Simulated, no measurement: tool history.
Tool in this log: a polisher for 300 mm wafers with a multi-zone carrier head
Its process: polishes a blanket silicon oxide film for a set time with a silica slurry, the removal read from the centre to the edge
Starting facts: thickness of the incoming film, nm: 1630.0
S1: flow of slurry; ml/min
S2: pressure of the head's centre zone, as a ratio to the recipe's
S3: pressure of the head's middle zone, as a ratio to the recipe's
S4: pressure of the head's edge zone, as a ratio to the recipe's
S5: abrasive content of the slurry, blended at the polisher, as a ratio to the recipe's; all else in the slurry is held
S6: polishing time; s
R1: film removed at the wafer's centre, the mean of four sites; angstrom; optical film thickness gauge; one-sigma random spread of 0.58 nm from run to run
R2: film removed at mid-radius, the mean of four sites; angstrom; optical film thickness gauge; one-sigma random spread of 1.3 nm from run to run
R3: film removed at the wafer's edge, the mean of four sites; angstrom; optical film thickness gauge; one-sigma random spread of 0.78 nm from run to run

{"run": 1, "hour": 0.0, "S1": 165, "S2": 1, "S3": 1, "S4": 1, "S5": 1, "S6": 35, "R1": 1641.3, "R2": 1583.7, "R3": 1610}
{"run": 2, "hour": 7.3, "S1": 200, "S2": 1, "S3": 1, "S4": 1, "S5": 1, "S6": 35, "R1": 1698.7, "R2": 1623, "R3": 1638.4}
{"run": 3, "hour": 8.1, "S1": 190, "S2": 0.97, "S3": 0.99, "S4": 0.97, "S5": 0.9, "S6": 33, "R1": 1478.1, "R2": 1431.8, "R3": 1431.3}
{"run": 4, "hour": 17.0, "S1": 190, "S2": 0.97, "S3": 0.99, "S4": 0.97, "S5": 0.8, "S6": 33, "R1": 1361.7, "R2": 1359.8, "R3": 1346.1}
{"run": 5, "hour": 23.4, "S1": 180, "S2": 0.94, "S3": 0.97, "S4": 0.94, "S5": 0.75, "S6": 32, "R1": 1233.8, "R2": 1229.5, "R3": 1226.2}
{"run": 6, "hour": 28.8, "S1": 170, "S2": 0.91, "S3": 0.96, "S4": 0.92, "S5": 0.7, "S6": 32, "R1": 1165.1, "R2": 1192.7, "R3": 1169.8}
{"run": 7, "hour": 36.8, "S1": 120, "S2": 0.81, "S3": 0.87, "S4": 0.88, "S5": 0.5, "S6": 30, "R1": 733.29, "R2": 744.33, "R3": 808.18}
{"run": 8, "hour": 45.1, "S1": 140, "S2": 0.81, "S3": 0.88, "S4": 0.88, "S5": 0.5, "S6": 30, "R1": 772.06, "R2": 796.53, "R3": 835.81}
{"run": 9, "hour": 53.9, "S1": 155, "S2": 0.81, "S3": 0.89, "S4": 0.89, "S5": 0.5, "S6": 30, "R1": 780.48, "R2": 803.76, "R3": 855.92}

Run 10 has not been measured yet. What should we expect?
{"run": 10, "hour": 59.7, "S1": 155, "S2": 0.81, "S3": 0.89, "S4": 0.89, "S5": 0.5, "S6": 30, "R1": "?", "R2": "?", "R3": "?"}

R1: 784.65 angstrom
R2: 830.17 angstrom
R3: 840.92 angstrom
